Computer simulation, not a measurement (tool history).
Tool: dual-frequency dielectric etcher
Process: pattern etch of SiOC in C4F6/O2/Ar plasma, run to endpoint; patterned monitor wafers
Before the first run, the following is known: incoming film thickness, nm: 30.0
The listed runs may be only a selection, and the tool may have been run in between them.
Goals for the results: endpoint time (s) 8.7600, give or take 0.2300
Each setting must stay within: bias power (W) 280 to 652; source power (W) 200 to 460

{"run": 1, "hour": 0.0, "bias power (W)": 466, "source power (W)": 330, "endpoint time (s)": 10.303}
{"run": 2, "hour": 7.4, "bias power (W)": 540, "source power (W)": 330, "endpoint time (s)": 9.9391}
{"run": 3, "hour": 14.4, "bias power (W)": 553, "source power (W)": 340, "endpoint time (s)": 9.8131}
{"run": 4, "hour": 17.1, "bias power (W)": 553, "source power (W)": 320, "endpoint time (s)": 9.9899}
{"run": 5, "hour": 21.0, "bias power (W)": 553, "source power (W)": 280, "endpoint time (s)": 10.419}
{"run": 6, "hour": 25.3, "bias power (W)": 553, "source power (W)": 220, "endpoint time (s)": 11.233}
{"run": 7, "hour": 31.8, "bias power (W)": 646, "source power (W)": 280, "endpoint time (s)": 9.8794}
{"run": 8, "hour": 33.9, "bias power (W)": 652, "source power (W)": 340, "endpoint time (s)": 9.2977}
{"run": 9, "hour": 37.1, "bias power (W)": 652, "source power (W)": 350, "endpoint time (s)": 9.1386}
{"run": 10, "hour": 43.3, "bias power (W)": 652, "source power (W)": 350, "endpoint time (s)": 9.1568}
{"run": 11, "hour": 49.8, "bias power (W)": 652, "source power (W)": 360, "endpoint time (s)": 9.0697}

Exercise: of the 4 proposed moves below, exactly one satisfies all targets within the stated allowed misses. Which move is it?
{"run": "A", "hour": 56.3, "bias power (W)": 628, "source power (W)": 330, "endpoint time (s)": "?"}
{"run": "B", "hour": 56.3, "bias power (W)": 647, "source power (W)": 460, "endpoint time (s)": "?"}
{"run": "C", "hour": 56.3, "bias power (W)": 641, "source power (W)": 410, "endpoint time (s)": "?"}
{"run": "D", "hour": 56.3, "bias power (W)": 652, "source power (W)": 460, "endpoint time (s)": "?"}

move=A endpoint_time_(s)=9.5318
move=B endpoint_time_(s)=8.4366
move=C endpoint_time_(s)=8.8012
move=D endpoint_time_(s)=8.4157
A: misses by more than the last run did
B: moves the result that the last run missed by most past its target, out the other side
C: each result inside its tolerance
D: moves the result that the last run missed by most past its target, out the other side
C is the move that brings every result within its allowed miss.
